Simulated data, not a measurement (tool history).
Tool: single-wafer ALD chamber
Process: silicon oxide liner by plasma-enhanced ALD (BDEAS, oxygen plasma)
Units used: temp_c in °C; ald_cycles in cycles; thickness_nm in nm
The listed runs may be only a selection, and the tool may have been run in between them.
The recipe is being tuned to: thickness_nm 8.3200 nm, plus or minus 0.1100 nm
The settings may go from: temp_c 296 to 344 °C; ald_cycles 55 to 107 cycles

run	hour	temp_c	ald_cycles	thickness_nm
1	0.0	320	81	7.1970
2	3.1	320	73	6.4767
3	10.8	320	66	5.8568
4	13.8	319	72	6.4043
5	15.8	316	76	6.7646
6	18.8	312	76	6.7796
7	23.9	312	80	7.1395
8	26.0	312	83	7.4484
9	27.1	312	85	7.6147
10	31.4	312	87	7.7923

5 next moves are on the table. One of them brings every result within its allowed miss. Which?
A	35.7	315	95	?
B	35.7	315	83	?
C	35.7	308	95	?
D	35.7	310	93	?
E	35.7	308	97	?

move	thickness_nm
A	8.4534
B	7.3856
C	8.5278
D	8.3274
E	8.7073
A: pushes the last run's worst result past its target
B: moves away from the targets compared with the last run
C: pushes the last run's worst result past its target
D: every result within its allowed miss
E: pushes the last run's worst result past its target
The right move is D.
